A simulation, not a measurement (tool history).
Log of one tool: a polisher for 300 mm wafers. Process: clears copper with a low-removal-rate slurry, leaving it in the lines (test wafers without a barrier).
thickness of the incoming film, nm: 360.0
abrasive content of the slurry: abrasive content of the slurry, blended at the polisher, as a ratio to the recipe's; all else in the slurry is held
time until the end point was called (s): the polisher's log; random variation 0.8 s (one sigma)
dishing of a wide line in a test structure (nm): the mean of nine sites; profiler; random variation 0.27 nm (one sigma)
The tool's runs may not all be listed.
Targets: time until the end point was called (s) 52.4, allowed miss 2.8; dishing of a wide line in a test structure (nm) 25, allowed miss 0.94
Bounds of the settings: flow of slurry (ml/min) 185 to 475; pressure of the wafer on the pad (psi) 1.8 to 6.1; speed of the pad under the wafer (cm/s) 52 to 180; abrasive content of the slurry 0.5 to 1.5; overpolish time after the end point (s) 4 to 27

run	hour	flow of slurry (ml/min)	pressure of the wafer on the pad (psi)	speed of the pad under the wafer (cm/s)	abrasive content of the slurry	overpolish time after the end point (s)	time until the end point was called (s)	dishing of a wide line in a test structure (nm)
1	0	305	3.9	116	1	14	62.954	51.622
2	6.6	305	4.5	116	1	14	54.361	58.649
3	10.2	305	4.5	88	1	14	67.482	50.769
4	18.3	285	4.2	104	0.95	12	64.721	46.612
5	24.1	320	3.8	116	1.05	11	63.819	42.108
6	30.1	350	3.5	126	1.15	10	64.583	38.649
7	31.9	375	3.3	136	1.2	9	64.784	35.497
8	36.9	395	3.2	144	1.25	8	61.712	32.585
9	43.9	410	3.1	150	1.3	7	63.572	28.541
10	46.7	420	3.2	152	1.35	6	60.737	26.551
11	48.3	420	3.3	152	1.35	6	55.871	27.049
12	55.3	420	3.6	150	1.35	4	52.45	20.119
13	58.8	405	3.5	152	1.35	4	55.189	19.588
14	59.3	415	3.5	154	1.3	4	53.981	19.555
15	67.8	415	3.5	156	1.35	4	52.674	20.204
16	70.6	415	3.5	158	1.35	4	52.808	20.373
17	77.9	415	3.5	160	1.35	4	52.333	20.166
18	80.6	420	3.5	160	1.35	4	51.948	20.528
19	88.4	420	3.4	162	1.35	4	52.111	19.992

Which of these 5 next moves meets every target?
A	96.2	400	3.3	164	1.2	4	?	?
B	96.2	410	3.5	152	1.35	6	?	?
C	96.2	415	3.1	176	1.5	6	?	?
D	96.2	375	3.3	172	1.25	5	?	?
E	96.2	475	3.5	172	1.2	6	?	?

move	time until the end point was called (s)	dishing of a wide line in a test structure (nm)
A	54.5	19.338
B	53.662	28.631
C	52.771	28.949
D	52.315	24.741
E	49.152	31.012
A: further off than the last run
B: takes the result that was furthest off past its target
C: takes the result that was furthest off past its target
D: meets every target
E: takes the result that was furthest off past its target
Move D is the one to make.
